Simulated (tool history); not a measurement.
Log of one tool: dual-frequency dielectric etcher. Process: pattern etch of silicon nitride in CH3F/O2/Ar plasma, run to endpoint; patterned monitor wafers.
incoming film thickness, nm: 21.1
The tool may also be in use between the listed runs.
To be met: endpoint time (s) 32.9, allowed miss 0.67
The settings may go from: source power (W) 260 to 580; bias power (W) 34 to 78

run  hour  source power (W)  bias power (W)  endpoint time (s)
  1     0               420              56             28.975
  2   6.4               390              55             29.727
  3  12.5               360              55             31.102
  4  15.4               350              55             31.593
  5  22.2               380              55             30.422
  6  30.9               360              55             31.027
  7  35.3               350              55             31.388
  8  37.4               340              55             31.538
  9  39.9               330              55             32.139

Which of these 5 next moves meets every target?
  A  42.4               350              55                  ?
  B  42.4               350              56                  ?
  C  42.4               380              50                  ?
  D  42.4               330              48                  ?
  E  42.4               340              57                  ?

move  endpoint time (s)
   A               31.3
   B             31.169
   C             30.964
   D             33.024
   E             31.393
A: further off than the last run
B: further off than the last run
C: further off than the last run
D: meets every target
E: further off than the last run
The right move is D.
